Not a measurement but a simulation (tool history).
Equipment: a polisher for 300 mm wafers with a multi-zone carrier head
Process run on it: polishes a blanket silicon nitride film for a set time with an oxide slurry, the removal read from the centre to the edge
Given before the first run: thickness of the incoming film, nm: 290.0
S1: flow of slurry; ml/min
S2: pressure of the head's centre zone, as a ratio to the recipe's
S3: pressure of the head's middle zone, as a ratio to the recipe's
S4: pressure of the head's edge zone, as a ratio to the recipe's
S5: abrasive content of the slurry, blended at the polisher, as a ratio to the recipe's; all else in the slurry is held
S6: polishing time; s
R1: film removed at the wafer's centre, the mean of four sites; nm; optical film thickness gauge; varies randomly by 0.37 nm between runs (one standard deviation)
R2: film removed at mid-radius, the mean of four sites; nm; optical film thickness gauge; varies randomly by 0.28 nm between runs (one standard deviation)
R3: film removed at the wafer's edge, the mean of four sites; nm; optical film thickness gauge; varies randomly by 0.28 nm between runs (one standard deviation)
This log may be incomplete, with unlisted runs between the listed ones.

run,hour,S1,S2,S3,S4,S5,S6,R1,R2,R3
1,0,215,1,1,1,1,61,45.915,44.864,44.924
2,3.4,215,1,1,1.03,1,61,45.831,45.035,45.221
3,10,215,1,1,1.03,1,72,54.294,52.686,54.952
4,11.5,210,0.99,0.97,1.02,0.9,67,47.096,46.687,47.778
5,15.7,205,1,0.94,1.04,0.85,62,43.276,40.604,44.725
6,22.6,205,1,0.93,1.02,0.8,58,39.918,36.607,39.558
7,27.9,170,0.9,0.83,0.94,0.55,47,24.467,22.662,26.065
8,29.9,175,0.91,0.84,0.94,0.55,47,24.09,23.341,25.698
9,31.3,185,0.99,0.83,0.96,0.65,47,29.075,24.832,28.175
10,38.7,180,0.98,0.83,0.95,0.65,47,27.649,24.609,27.985
11,42.7,180,0.98,0.83,0.94,0.65,47,28.603,24.83,28.697

Forecast run 12:
12,49.8,185,0.98,0.84,0.94,0.65,47,?,?,?

R1: 28.118 nm
R2: 25.052 nm
R3: 28.16 nm

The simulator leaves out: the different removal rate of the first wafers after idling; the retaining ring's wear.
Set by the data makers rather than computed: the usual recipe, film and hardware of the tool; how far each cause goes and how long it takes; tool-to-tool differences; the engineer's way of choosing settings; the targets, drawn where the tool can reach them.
